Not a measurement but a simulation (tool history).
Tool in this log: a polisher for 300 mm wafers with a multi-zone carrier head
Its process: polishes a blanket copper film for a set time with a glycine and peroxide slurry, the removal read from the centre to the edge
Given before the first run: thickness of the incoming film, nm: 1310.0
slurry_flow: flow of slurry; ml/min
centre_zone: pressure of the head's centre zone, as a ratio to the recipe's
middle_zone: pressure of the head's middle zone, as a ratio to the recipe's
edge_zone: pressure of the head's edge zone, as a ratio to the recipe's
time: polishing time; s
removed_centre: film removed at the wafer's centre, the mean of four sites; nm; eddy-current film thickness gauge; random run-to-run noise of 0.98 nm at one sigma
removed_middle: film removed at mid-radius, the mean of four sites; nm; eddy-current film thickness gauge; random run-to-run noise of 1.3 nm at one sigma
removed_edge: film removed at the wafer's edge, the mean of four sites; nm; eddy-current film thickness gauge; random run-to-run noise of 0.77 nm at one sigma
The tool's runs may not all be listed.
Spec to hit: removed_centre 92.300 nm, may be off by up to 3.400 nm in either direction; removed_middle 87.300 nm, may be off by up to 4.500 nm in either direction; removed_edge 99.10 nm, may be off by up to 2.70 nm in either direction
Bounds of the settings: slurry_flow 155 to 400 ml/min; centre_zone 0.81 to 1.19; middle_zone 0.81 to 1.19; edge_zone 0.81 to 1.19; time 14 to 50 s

run,hour,slurry_flow,centre_zone,middle_zone,edge_zone,time,removed_centre,removed_middle,removed_edge
1,0.0,255,1.00,1.00,1.00,32,155.320,159.810,148.88
2,2.7,240,0.97,0.93,1.01,28,132.690,127.690,132.81
3,8.4,240,0.90,0.93,1.01,28,122.560,128.860,131.55
4,14.8,230,0.89,0.89,0.98,25,109.830,111.250,116.10
5,22.1,215,0.88,0.86,0.98,24,103.100,104.410,111.09
6,29.3,215,0.81,0.86,0.98,24,96.879,106.240,109.83
7,30.3,210,0.84,0.84,0.99,23,94.402,97.794,104.47
8,33.2,210,0.84,0.84,0.99,23,92.670,94.540,106.71
9,37.5,200,0.86,0.83,0.97,23,95.680,95.073,106.04

Exercise: of the 4 proposed moves below, exactly one satisfies all targets within the stated allowed misses. Which move is it?
A,41.8,155,0.81,0.83,1.00,24,?,?,?
B,41.8,165,0.81,0.93,1.17,23,?,?,?
C,41.8,265,0.89,0.81,1.01,21,?,?,?
D,41.8,250,0.85,1.05,0.86,21,?,?,?

move,removed_centre,removed_middle,removed_edge
A,92.487,95.838,109.33
B,89.464,101.650,113.85
C,93.389,87.083,100.38
D,89.474,107.550,92.44
A: moves away from the targets compared with the last run
B: moves away from the targets compared with the last run
C: all results in spec
D: takes the biggest miss from the last run beyond its target
The move that meets every target is C.
